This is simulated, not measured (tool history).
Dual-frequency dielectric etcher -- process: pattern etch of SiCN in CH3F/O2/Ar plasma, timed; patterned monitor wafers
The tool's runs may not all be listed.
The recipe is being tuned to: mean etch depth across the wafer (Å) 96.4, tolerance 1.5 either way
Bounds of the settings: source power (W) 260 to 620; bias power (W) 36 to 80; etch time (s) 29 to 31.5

| run | day | source power (W) | bias power (W) | etch time (s) | mean etch depth across the wafer (Å) |
|---|---|---|---|---|---|
| 1 | 0 | 440 | 58 | 31.5 | 104.83 |
| 2 | 0.338 | 410 | 57 | 31.5 | 100.85 |
| 3 | 0.462 | 410 | 65 | 31.5 | 105.79 |
| 4 | 0.754 | 380 | 65 | 31.5 | 103.03 |
| 5 | 1.108 | 360 | 65 | 31.5 | 100.62 |
| 6 | 1.362 | 360 | 65 | 31.5 | 100.39 |
| 7 | 1.4 | 350 | 65 | 31.5 | 99.681 |
| 8 | 1.442 | 340 | 65 | 31.5 | 98.808 |

Next run, 4 choices. One meets every target within its allowed miss, the rest don't. Which?
| A | 1.483 | 410 | 61 | 30.5 | ? |
| B | 1.483 | 340 | 66 | 30.5 | ? |
| C | 1.483 | 360 | 80 | 29.5 | ? |
| D | 1.483 | 410 | 71 | 29.5 | ? |

| move | mean etch depth across the wafer (Å) |
|---|---|
| A | 100.43 |
| B | 96.02 |
| C | 102.4 |
| D | 102.9 |
A: moves away from the targets compared with the last run
B: every result lands within tolerance
C: moves away from the targets compared with the last run
D: moves away from the targets compared with the last run
B meets every target.

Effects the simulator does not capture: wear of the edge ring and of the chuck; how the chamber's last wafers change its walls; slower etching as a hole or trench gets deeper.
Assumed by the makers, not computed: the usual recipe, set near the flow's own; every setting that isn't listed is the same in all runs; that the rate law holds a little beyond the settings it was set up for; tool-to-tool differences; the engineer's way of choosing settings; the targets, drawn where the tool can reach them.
